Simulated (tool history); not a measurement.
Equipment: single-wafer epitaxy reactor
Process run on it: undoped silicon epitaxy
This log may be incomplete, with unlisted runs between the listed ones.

run	hour	wafer temperature setpoint (pyrometer-controlled) (K)	deposition time (s)	mean film thickness on the monitor wafer (angstrom)
1	0.0	923.15	545	981.52
2	7.2	914.15	545	816.22
3	15.4	910.15	545	742.74
4	23.3	919.15	552	911.43
5	30.2	926.15	561	1088.50
6	34.5	926.15	497	957.33
7	40.7	931.15	515	1103.30

Expected results for the next run?
8	46.0	935.15	529	?

Run 8 measured mean film thickness on the monitor wafer (angstrom) 1234.20.

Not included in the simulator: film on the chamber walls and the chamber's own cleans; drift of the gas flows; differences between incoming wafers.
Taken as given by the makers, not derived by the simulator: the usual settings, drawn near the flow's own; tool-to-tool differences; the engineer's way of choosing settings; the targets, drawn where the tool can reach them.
